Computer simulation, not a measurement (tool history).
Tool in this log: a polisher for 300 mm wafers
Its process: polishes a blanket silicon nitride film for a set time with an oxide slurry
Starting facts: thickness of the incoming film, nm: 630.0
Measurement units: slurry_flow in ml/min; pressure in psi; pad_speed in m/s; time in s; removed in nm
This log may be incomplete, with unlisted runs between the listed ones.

| run | hour | slurry_flow | pressure | pad_speed | slurry_solids | time | removed |
|---|---|---|---|---|---|---|---|
| 1 | 0.0 | 205 | 4.3 | 1.14 | 1.00 | 44 | 45.539 |
| 2 | 5.8 | 205 | 4.3 | 1.14 | 1.15 | 44 | 48.827 |
| 3 | 10.9 | 215 | 4.6 | 1.14 | 1.15 | 44 | 52.349 |
| 4 | 18.2 | 220 | 4.9 | 1.14 | 1.15 | 44 | 55.873 |
| 5 | 27.0 | 220 | 4.9 | 1.14 | 1.15 | 38 | 47.892 |
| 6 | 33.4 | 220 | 5.4 | 1.16 | 1.15 | 38 | 53.883 |
| 7 | 42.3 | 225 | 5.7 | 1.16 | 1.15 | 38 | 57.519 |
| 8 | 47.3 | 225 | 5.9 | 1.16 | 1.15 | 38 | 58.036 |
| 9 | 51.4 | 230 | 6.1 | 1.16 | 1.15 | 38 | 61.088 |
| 10 | 60.0 | 230 | 6.1 | 1.16 | 1.15 | 38 | 61.090 |
| 11 | 65.8 | 235 | 6.2 | 1.16 | 1.15 | 38 | 62.150 |

For run 12, what comes out?
| 12 | 73.5 | 240 | 6.3 | 1.16 | 1.15 | 38 | ? |

Run 12 gave removed 63.681 nm.
